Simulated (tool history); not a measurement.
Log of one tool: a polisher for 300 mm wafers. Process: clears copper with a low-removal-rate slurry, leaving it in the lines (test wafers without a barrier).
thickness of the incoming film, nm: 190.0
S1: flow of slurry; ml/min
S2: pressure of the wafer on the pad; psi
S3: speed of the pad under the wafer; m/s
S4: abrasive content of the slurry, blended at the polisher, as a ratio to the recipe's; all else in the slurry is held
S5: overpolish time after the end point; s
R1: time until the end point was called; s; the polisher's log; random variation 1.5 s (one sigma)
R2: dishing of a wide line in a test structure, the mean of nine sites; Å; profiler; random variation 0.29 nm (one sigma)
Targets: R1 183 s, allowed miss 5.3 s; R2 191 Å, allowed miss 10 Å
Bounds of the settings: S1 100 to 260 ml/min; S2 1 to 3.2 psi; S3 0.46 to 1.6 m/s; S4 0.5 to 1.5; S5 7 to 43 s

| run | hour | S1 | S2 | S3 | S4 | S5 | R1 | R2 |
|---|---|---|---|---|---|---|---|---|
| 1 | 0 | 165 | 2.1 | 1.02 | 1 | 22 | 105.51 | 209.19 |
| 2 | 5.2 | 165 | 2.1 | 1.28 | 1 | 22 | 85.074 | 243.59 |
| 3 | 7.1 | 160 | 1.9 | 1.24 | 1 | 23 | 97.73 | 232.11 |
| 4 | 12.9 | 160 | 1.9 | 1.24 | 1 | 15 | 97.598 | 172.5 |
| 5 | 19.4 | 155 | 1.8 | 1.22 | 1 | 17 | 104.73 | 177.57 |
| 6 | 22.6 | 155 | 1.8 | 1.22 | 1 | 25 | 105.2 | 232.26 |
| 7 | 25 | 150 | 1.7 | 1.2 | 1 | 26 | 113.64 | 224.44 |
| 8 | 28.5 | 145 | 1.6 | 1.18 | 1 | 27 | 124.42 | 216.81 |
| 9 | 34.6 | 140 | 1.5 | 1.18 | 1 | 28 | 132.8 | 212.48 |
| 10 | 41.6 | 135 | 1.4 | 1.18 | 1 | 29 | 142.4 | 208.83 |
| 11 | 50.2 | 130 | 1.3 | 1.18 | 1 | 29 | 151.59 | 198.46 |
|  | 56.5 | head pressure recalibrated |
| 12 | 56.5 | 125 | 1.3 | 1.18 | 1 | 29 | 141.42 | 209.52 |
| 13 | 63.9 | 140 | 1.3 | 1.18 | 1 | 29 | 138.07 | 215.99 |
| 14 | 71.9 | 135 | 1.3 | 1.18 | 1 | 29 | 138.64 | 209.97 |

5 next moves are on the table. One of them brings every result within its allowed miss. Which?
| A | 79.9 | 100 | 1.5 | 0.78 | 1.05 | 33 | ? | ? |
| B | 79.9 | 150 | 1.4 | 1.16 | 1.15 | 31 | ? | ? |
| C | 79.9 | 120 | 1.2 | 1.14 | 1.1 | 34 | ? | ? |
| D | 79.9 | 120 | 1.4 | 0.84 | 1.05 | 32 | ? | ? |
| E | 79.9 | 110 | 1.2 | 0.84 | 0.95 | 40 | ? | ? |

| move | R1 | R2 |
|---|---|---|
| A | 190.97 | 187.22 |
| B | 123.9 | 235.64 |
| C | 154.53 | 216.52 |
| D | 180.64 | 189.87 |
| E | 217.89 | 193.04 |
A: takes the result that was furthest off past its target
B: further off than the last run
C: nearer than the last run, and not there yet
D: meets every target
E: takes the result that was furthest off past its target
Answer: D

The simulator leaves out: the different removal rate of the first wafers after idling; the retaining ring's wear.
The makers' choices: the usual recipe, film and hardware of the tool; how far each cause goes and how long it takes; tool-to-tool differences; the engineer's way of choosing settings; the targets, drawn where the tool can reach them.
